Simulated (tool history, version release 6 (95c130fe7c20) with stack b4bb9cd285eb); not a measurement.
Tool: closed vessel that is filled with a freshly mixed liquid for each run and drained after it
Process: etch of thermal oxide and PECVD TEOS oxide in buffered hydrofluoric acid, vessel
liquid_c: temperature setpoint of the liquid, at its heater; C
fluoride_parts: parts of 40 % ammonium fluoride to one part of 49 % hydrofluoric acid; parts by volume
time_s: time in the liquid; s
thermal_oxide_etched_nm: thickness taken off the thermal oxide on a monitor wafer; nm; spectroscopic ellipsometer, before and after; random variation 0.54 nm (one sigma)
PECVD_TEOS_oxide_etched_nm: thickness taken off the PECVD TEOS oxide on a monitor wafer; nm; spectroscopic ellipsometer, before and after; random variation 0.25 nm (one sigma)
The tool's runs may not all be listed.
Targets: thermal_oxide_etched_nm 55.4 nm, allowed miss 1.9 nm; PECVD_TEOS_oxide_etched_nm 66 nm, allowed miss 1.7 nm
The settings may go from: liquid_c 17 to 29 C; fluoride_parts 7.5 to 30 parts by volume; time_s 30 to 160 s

run	hour	liquid_c	fluoride_parts	time_s	thermal_oxide_etched_nm	PECVD_TEOS_oxide_etched_nm
1	0	21	21	80	36.905	43.742
2	6.2	21	16	80	47.809	56.708
3	14	21.5	16	80	49.449	58.349
4	19.8	21.5	16	100	61.939	73.303
5	27.8	24	16	100	70.216	83.698
6	29.8	23	16	100	66.93	79.934
7	32.6	22	16	100	61.964	74.861
8	40.1	21.5	16	100	60.331	73.03
9	41.7	21	16.5	100	57.982	68.895

4 next moves are on the table. One of them brings every result within its allowed miss. Which?
A	43.3	21.5	16.5	100	?	?
B	43.3	24	20	105	?	?
C	43.3	18.5	16	115	?	?
D	43.3	19.5	16	100	?	?

move	thermal_oxide_etched_nm	PECVD_TEOS_oxide_etched_nm
A	59.45	70.415
B	59.267	70.199
C	59.557	70.543
D	54.797	64.904
A: further off than the last run
B: further off than the last run
C: further off than the last run
D: meets every target
Answer: D
